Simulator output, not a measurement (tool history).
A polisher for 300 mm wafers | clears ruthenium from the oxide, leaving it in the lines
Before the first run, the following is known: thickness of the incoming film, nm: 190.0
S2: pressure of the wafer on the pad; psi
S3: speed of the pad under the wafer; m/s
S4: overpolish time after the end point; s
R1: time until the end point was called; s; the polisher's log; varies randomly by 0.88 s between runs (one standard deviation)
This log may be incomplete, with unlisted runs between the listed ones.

Run 1, day 0: flow of slurry (ml/min) 270, S2 2.2 psi, S3 1.12 m/s, S4 12 s. Result: R1 137.84 s.
Run 2, day 0.35: flow of slurry (ml/min) 310, S2 2.2 psi, S3 1.12 m/s, S4 12 s. Result: R1 135.63 s.
Run 3, day 0.671: flow of slurry (ml/min) 310, S2 2.3 psi, S3 1.12 m/s, S4 12 s. Result: R1 128.16 s.
Run 4, day 1.025: flow of slurry (ml/min) 310, S2 2.1 psi, S3 1.12 m/s, S4 12 s. Result: R1 139.83 s.
Run 5, day 1.338: flow of slurry (ml/min) 310, S2 2.1 psi, S3 1.12 m/s, S4 12 s. Result: R1 141.88 s.
Run 6, day 1.492: flow of slurry (ml/min) 310, S2 2.2 psi, S3 1.12 m/s, S4 12 s. Result: R1 136.87 s.

Predict the results of run 7:
Run 7, day 1.521: flow of slurry (ml/min) 310, S2 2.3 psi, S3 1.12 m/s, S4 12 s. Result: R1 ?.

R1: 129.74 s

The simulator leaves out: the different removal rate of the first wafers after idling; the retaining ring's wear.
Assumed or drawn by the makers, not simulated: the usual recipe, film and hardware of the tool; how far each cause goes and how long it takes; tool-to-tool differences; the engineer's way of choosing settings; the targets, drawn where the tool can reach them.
